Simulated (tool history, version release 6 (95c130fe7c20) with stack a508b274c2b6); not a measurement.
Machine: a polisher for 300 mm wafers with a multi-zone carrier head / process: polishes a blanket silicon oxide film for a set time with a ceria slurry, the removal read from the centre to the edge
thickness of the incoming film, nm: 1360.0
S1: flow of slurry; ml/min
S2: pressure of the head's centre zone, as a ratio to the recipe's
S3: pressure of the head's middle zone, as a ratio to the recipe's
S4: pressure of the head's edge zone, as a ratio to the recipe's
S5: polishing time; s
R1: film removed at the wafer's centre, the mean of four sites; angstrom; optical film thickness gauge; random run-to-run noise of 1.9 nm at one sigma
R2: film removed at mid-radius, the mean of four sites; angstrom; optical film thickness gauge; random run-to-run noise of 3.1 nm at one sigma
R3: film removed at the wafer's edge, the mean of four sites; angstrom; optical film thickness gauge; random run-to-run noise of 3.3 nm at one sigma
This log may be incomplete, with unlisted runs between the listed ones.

| run | hour | S1 | S2 | S3 | S4 | S5 | R1 | R2 | R3 |
|---|---|---|---|---|---|---|---|---|---|
| 1 | 0.0 | 155 | 1.00 | 1.00 | 1.00 | 77 | 2491.9 | 2487.0 | 2681.1 |
| 2 | 2.9 | 155 | 1.00 | 1.00 | 1.00 | 95 | 3048.9 | 3097.0 | 3280.1 |
| 3 | 9.9 | 165 | 0.98 | 1.05 | 0.97 | 95 | 3046.4 | 3221.1 | 3221.4 |
| 4 | 17.7 | 165 | 0.93 | 1.05 | 0.97 | 95 | 2874.9 | 3216.4 | 3251.1 |
| 5 | 22.2 | 175 | 0.91 | 1.09 | 0.93 | 96 | 2862.8 | 3448.8 | 3252.9 |
| 6 | 23.7 | 185 | 0.91 | 1.11 | 0.91 | 96 | 2935.9 | 3430.1 | 3219.8 |
| 7 | 28.6 | 185 | 0.91 | 1.11 | 0.91 | 96 | 2920.9 | 3509.6 | 3280.6 |

The next listed run, before its measurement:
| 8 | 36.6 | 185 | 0.91 | 1.13 | 0.88 | 97 | ? | ? | ? |

Run 8 yielded R1 2938.5 angstrom, R2 3561.0 angstrom, R3 3195.0 angstrom.

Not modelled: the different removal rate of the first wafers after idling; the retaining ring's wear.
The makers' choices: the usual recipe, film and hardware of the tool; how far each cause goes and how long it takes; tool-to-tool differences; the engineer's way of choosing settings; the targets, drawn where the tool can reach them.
